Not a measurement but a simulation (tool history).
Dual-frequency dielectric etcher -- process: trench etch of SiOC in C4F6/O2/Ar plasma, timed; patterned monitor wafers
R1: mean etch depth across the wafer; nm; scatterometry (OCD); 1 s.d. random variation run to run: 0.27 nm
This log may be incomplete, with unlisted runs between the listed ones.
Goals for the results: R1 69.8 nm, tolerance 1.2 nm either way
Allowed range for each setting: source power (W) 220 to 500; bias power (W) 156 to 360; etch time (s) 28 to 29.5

{"run": 1, "hour": 0.0, "source power (W)": 360, "bias power (W)": 258, "etch time (s)": 28, "R1": 61.693}
{"run": 2, "hour": 8.8, "source power (W)": 390, "bias power (W)": 258, "etch time (s)": 28, "R1": 63.977}
{"run": 3, "hour": 11.4, "source power (W)": 410, "bias power (W)": 260, "etch time (s)": 28, "R1": 65.206}
{"run": 4, "hour": 17.4, "source power (W)": 410, "bias power (W)": 242, "etch time (s)": 28, "R1": 63.559}
{"run": 5, "hour": 19.0, "source power (W)": 410, "bias power (W)": 242, "etch time (s)": 29.5, "R1": 67.131}
{"run": 6, "hour": 22.2, "source power (W)": 410, "bias power (W)": 242, "etch time (s)": 28, "R1": 63.859}
{"run": 7, "hour": 29.0, "source power (W)": 430, "bias power (W)": 245, "etch time (s)": 28, "R1": 65.389}
{"run": 8, "hour": 34.8, "source power (W)": 450, "bias power (W)": 247, "etch time (s)": 28, "R1": 66.667}

Which one of the following 5 next-run settings gets every result inside its allowed miss? There is exactly one.
{"run": "A", "hour": 40.6, "source power (W)": 430, "bias power (W)": 239, "etch time (s)": 28, "R1": "?"}
{"run": "B", "hour": 40.6, "source power (W)": 420, "bias power (W)": 233, "etch time (s)": 28, "R1": "?"}
{"run": "C", "hour": 40.6, "source power (W)": 440, "bias power (W)": 249, "etch time (s)": 29.5, "R1": "?"}
{"run": "D", "hour": 40.6, "source power (W)": 430, "bias power (W)": 203, "etch time (s)": 29, "R1": "?"}
{"run": "E", "hour": 40.6, "source power (W)": 400, "bias power (W)": 258, "etch time (s)": 28.5, "R1": "?"}

move=A R1=65.035
move=B R1=63.927
move=C R1=70.02
move=D R1=64.21
move=E R1=65.792
A: misses by more than the last run did
B: misses by more than the last run did
C: every result lands within tolerance
D: misses by more than the last run did
E: misses by more than the last run did
Answer: C

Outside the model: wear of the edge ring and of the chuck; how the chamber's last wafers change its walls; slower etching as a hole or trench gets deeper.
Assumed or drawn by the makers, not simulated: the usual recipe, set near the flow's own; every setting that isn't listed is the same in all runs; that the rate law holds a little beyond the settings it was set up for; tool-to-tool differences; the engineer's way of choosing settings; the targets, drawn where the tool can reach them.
